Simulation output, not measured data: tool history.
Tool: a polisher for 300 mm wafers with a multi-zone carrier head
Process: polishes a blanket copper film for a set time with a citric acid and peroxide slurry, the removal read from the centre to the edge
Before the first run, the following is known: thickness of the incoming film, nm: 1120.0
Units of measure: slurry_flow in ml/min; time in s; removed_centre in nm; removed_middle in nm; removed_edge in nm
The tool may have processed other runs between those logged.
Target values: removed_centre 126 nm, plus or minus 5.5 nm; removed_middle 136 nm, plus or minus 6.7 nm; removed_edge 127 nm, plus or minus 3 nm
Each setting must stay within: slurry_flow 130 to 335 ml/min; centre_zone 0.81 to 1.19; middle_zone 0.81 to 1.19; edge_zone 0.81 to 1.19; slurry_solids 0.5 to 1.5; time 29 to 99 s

{"run": 1, "hour": 0.0, "slurry_flow": 215, "centre_zone": 1, "middle_zone": 1, "edge_zone": 1, "slurry_solids": 1, "time": 64, "removed_centre": 194.32, "removed_middle": 203.93, "removed_edge": 201.6}
{"run": 2, "hour": 6.3, "slurry_flow": 210, "centre_zone": 0.99, "middle_zone": 1, "edge_zone": 0.98, "slurry_solids": 0.9, "time": 61, "removed_centre": 184.95, "removed_middle": 187.71, "removed_edge": 185.34}
{"run": 3, "hour": 7.1, "slurry_flow": 205, "centre_zone": 0.96, "middle_zone": 1.01, "edge_zone": 0.96, "slurry_solids": 0.85, "time": 59, "removed_centre": 166.06, "removed_middle": 174.32, "removed_edge": 172.82}
{"run": 4, "hour": 11.8, "slurry_flow": 205, "centre_zone": 0.96, "middle_zone": 0.95, "edge_zone": 0.96, "slurry_solids": 0.85, "time": 59, "removed_centre": 166.37, "removed_middle": 172.57, "removed_edge": 174.99}
{"run": 5, "hour": 16.2, "slurry_flow": 180, "centre_zone": 0.96, "middle_zone": 0.95, "edge_zone": 0.96, "slurry_solids": 0.85, "time": 59, "removed_centre": 166.63, "removed_middle": 166.38, "removed_edge": 172.41}
{"run": 6, "hour": 18.6, "slurry_flow": 180, "centre_zone": 0.96, "middle_zone": 0.95, "edge_zone": 1.04, "slurry_solids": 0.85, "time": 59, "removed_centre": 160.46, "removed_middle": 168.21, "removed_edge": 175.37}
{"run": 7, "hour": 27.4, "slurry_flow": 175, "centre_zone": 0.95, "middle_zone": 0.97, "edge_zone": 1.02, "slurry_solids": 0.8, "time": 57, "removed_centre": 152.53, "removed_middle": 161.03, "removed_edge": 167.18}
{"run": 8, "hour": 31.5, "slurry_flow": 175, "centre_zone": 0.95, "middle_zone": 0.99, "edge_zone": 0.99, "slurry_solids": 0.75, "time": 56, "removed_centre": 147.68, "removed_middle": 157.81, "removed_edge": 158.3}
{"run": 9, "hour": 34.0, "slurry_flow": 170, "centre_zone": 0.95, "middle_zone": 1, "edge_zone": 0.97, "slurry_solids": 0.7, "time": 55, "removed_centre": 145.4, "removed_middle": 154.81, "removed_edge": 153.69}
{"run": 10, "hour": 42.3, "slurry_flow": 165, "centre_zone": 0.95, "middle_zone": 1.01, "edge_zone": 0.95, "slurry_solids": 0.65, "time": 54, "removed_centre": 141.06, "removed_middle": 154.09, "removed_edge": 145.67}
{"run": 11, "hour": 50.4, "slurry_flow": 160, "centre_zone": 0.95, "middle_zone": 1, "edge_zone": 0.94, "slurry_solids": 0.65, "time": 53, "removed_centre": 136.03, "removed_middle": 143.69, "removed_edge": 143.19}
{"run": 12, "hour": 57.9, "slurry_flow": 160, "centre_zone": 0.95, "middle_zone": 1.01, "edge_zone": 0.93, "slurry_solids": 0.65, "time": 53, "removed_centre": 134.5, "removed_middle": 143.42, "removed_edge": 142.37}
{"run": 13, "hour": 64.0, "slurry_flow": 160, "centre_zone": 0.95, "middle_zone": 1.02, "edge_zone": 0.92, "slurry_solids": 0.65, "time": 53, "removed_centre": 130.93, "removed_middle": 146.91, "removed_edge": 142.62}
{"run": 14, "hour": 65.2, "slurry_flow": 160, "centre_zone": 0.95, "middle_zone": 1.02, "edge_zone": 0.92, "slurry_solids": 0.65, "time": 53, "removed_centre": 132.74, "removed_middle": 144.49, "removed_edge": 141.87}
{"run": 15, "hour": 66.7, "slurry_flow": 155, "centre_zone": 0.96, "middle_zone": 1.03, "edge_zone": 0.82, "slurry_solids": 0.5, "time": 51, "removed_centre": 122.29, "removed_middle": 137.97, "removed_edge": 123.33}

4 next moves are on the table. One of them brings every result within its allowed miss. Which?
{"run": "A", "hour": 68.2, "slurry_flow": 165, "centre_zone": 0.89, "middle_zone": 1.07, "edge_zone": 0.85, "slurry_solids": 0.5, "time": 50, "removed_centre": "?", "removed_middle": "?", "removed_edge": "?"}
{"run": "B", "hour": 68.2, "slurry_flow": 180, "centre_zone": 1.04, "middle_zone": 0.99, "edge_zone": 0.81, "slurry_solids": 0.5, "time": 49, "removed_centre": "?", "removed_middle": "?", "removed_edge": "?"}
{"run": "C", "hour": 68.2, "slurry_flow": 130, "centre_zone": 0.98, "middle_zone": 1.02, "edge_zone": 0.85, "slurry_solids": 0.5, "time": 54, "removed_centre": "?", "removed_middle": "?", "removed_edge": "?"}
{"run": "D", "hour": 68.2, "slurry_flow": 235, "centre_zone": 0.98, "middle_zone": 1.13, "edge_zone": 0.85, "slurry_solids": 0.6, "time": 44, "removed_centre": "?", "removed_middle": "?", "removed_edge": "?"}

move=A removed_centre=113.3 removed_middle=141.66 removed_edge=121.8
move=B removed_centre=128.22 removed_middle=132.1 removed_edge=118.42
move=C removed_centre=123.93 removed_middle=138.77 removed_edge=126.42
move=D removed_centre=118.99 removed_middle=143.17 removed_edge=115.66
A: misses by more than the last run did
B: misses by more than the last run did
C: all results in spec
D: misses by more than the last run did
So the answer is move C, the one that meets all the targets.
